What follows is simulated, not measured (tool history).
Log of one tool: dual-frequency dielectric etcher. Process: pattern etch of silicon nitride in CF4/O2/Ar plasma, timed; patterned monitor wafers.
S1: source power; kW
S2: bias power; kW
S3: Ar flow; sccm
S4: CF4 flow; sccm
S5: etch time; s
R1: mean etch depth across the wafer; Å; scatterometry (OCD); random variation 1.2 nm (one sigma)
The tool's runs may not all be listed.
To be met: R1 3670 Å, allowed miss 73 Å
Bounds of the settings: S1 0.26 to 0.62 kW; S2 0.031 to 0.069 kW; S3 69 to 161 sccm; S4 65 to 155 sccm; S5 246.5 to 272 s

run 1 day=0 | S1=0.44 S2=0.05 S3=115 S4=110 S5=272 | R1=4087
run 2 day=0.321 | S1=0.44 S2=0.057 S3=115 S4=110 S5=272 | R1=4335.2
run 3 day=0.454 | S1=0.44 S2=0.057 S3=115 S4=128 S5=272 | R1=4398.7
run 4 day=0.583 | S1=0.44 S2=0.057 S3=115 S4=140 S5=272 | R1=4451.2
run 5 day=0.858 | S1=0.42 S2=0.057 S3=115 S4=140 S5=272 | R1=4273.6
run 6 day=0.938 | S1=0.4 S2=0.057 S3=115 S4=140 S5=272 | R1=4084.2
run 7 day=1.062 | S1=0.39 S2=0.057 S3=115 S4=140 S5=272 | R1=3975.2
run 8 day=1.088 | S1=0.35 S2=0.057 S3=115 S4=140 S5=272 | R1=3578.9

5 next moves are on the table. One of them brings every result within its allowed miss. Which?
run A day=1.112 | S1=0.36 S2=0.056 S3=115 S4=143 S5=250 | R1=?
run B day=1.112 | S1=0.35 S2=0.058 S3=130 S4=126 S5=269 | R1=?
run C day=1.112 | S1=0.35 S2=0.057 S3=132 S4=138 S5=272 | R1=?
run D day=1.112 | S1=0.35 S2=0.057 S3=104 S4=147 S5=257.5 | R1=?
run E day=1.112 | S1=0.37 S2=0.054 S3=109 S4=155 S5=264 | R1=?

move=A R1=3374.8
move=B R1=3465.1
move=C R1=3510.4
move=D R1=3468.6
move=E R1=3666.7
A: further off than the last run
B: further off than the last run
C: further off than the last run
D: further off than the last run
E: meets every target
Answer: E
